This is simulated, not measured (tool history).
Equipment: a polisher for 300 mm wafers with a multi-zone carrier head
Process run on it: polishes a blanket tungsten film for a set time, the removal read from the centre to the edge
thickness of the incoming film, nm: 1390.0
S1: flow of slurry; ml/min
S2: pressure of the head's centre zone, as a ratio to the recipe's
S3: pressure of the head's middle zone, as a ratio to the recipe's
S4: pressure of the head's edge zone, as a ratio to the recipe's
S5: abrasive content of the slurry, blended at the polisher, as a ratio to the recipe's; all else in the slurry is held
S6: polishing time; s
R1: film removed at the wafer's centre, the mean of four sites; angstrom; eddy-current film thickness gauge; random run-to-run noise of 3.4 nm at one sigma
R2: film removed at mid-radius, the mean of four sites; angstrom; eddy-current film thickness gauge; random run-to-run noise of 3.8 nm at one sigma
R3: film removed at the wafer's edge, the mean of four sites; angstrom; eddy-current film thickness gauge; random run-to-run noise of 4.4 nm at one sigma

{"run": 1, "hour": 0.0, "S1": 185, "S2": 1, "S3": 1, "S4": 1, "S5": 1, "S6": 76, "R1": 4023, "R2": 3575.6, "R3": 3471}
{"run": 2, "hour": 0.9, "S1": 185, "S2": 1, "S3": 1, "S4": 1, "S5": 1.1, "S6": 76, "R1": 4129.2, "R2": 3632, "R3": 3729.2}
{"run": 3, "hour": 9.4, "S1": 205, "S2": 1, "S3": 1, "S4": 1, "S5": 1.1, "S6": 76, "R1": 4226.5, "R2": 3726.6, "R3": 3731}
{"run": 4, "hour": 16.1, "S1": 205, "S2": 0.95, "S3": 1, "S4": 1, "S5": 1.1, "S6": 76, "R1": 4055.5, "R2": 3699.8, "R3": 3777.3}
{"run": 5, "hour": 20.4, "S1": 175, "S2": 0.95, "S3": 1, "S4": 1, "S5": 1.1, "S6": 76, "R1": 4020.9, "R2": 3637.9, "R3": 3748.2}
{"run": 6, "hour": 22.3, "S1": 175, "S2": 0.95, "S3": 1, "S4": 1, "S5": 1.2, "S6": 76, "R1": 4001.1, "R2": 3759.7, "R3": 3791.7}
{"run": 7, "hour": 30.5, "S1": 170, "S2": 0.93, "S3": 1.01, "S4": 1, "S5": 1.15, "S6": 75, "R1": 3848.4, "R2": 3689.1, "R3": 3710.4}
{"run": 8, "hour": 38.8, "S1": 165, "S2": 0.91, "S3": 1.01, "S4": 1, "S5": 1.1, "S6": 74, "R1": 3638.1, "R2": 3585.8, "R3": 3659.7}
{"run": 9, "hour": 40.1, "S1": 165, "S2": 0.9, "S3": 1.01, "S4": 0.99, "S5": 1.05, "S6": 74, "R1": 3629.8, "R2": 3530.6, "R3": 3440.2}
{"run": 10, "hour": 40.8, "S1": 160, "S2": 0.89, "S3": 1.01, "S4": 1, "S5": 1, "S6": 73, "R1": 3392.5, "R2": 3383.4, "R3": 3489.9}
{"run": 11, "hour": 44.8, "S1": 160, "S2": 0.88, "S3": 1.01, "S4": 0.99, "S5": 0.95, "S6": 73, "R1": 3347.1, "R2": 3221.1, "R3": 3295.8}

Forecast run 12:
{"run": 12, "hour": 47.3, "S1": 155, "S2": 0.87, "S3": 1.01, "S4": 0.99, "S5": 0.95, "S6": 73, "R1": "?", "R2": "?", "R3": "?"}

Run 12 produced R1 3218.1 angstrom, R2 3304.4 angstrom, R3 3361.4 angstrom.
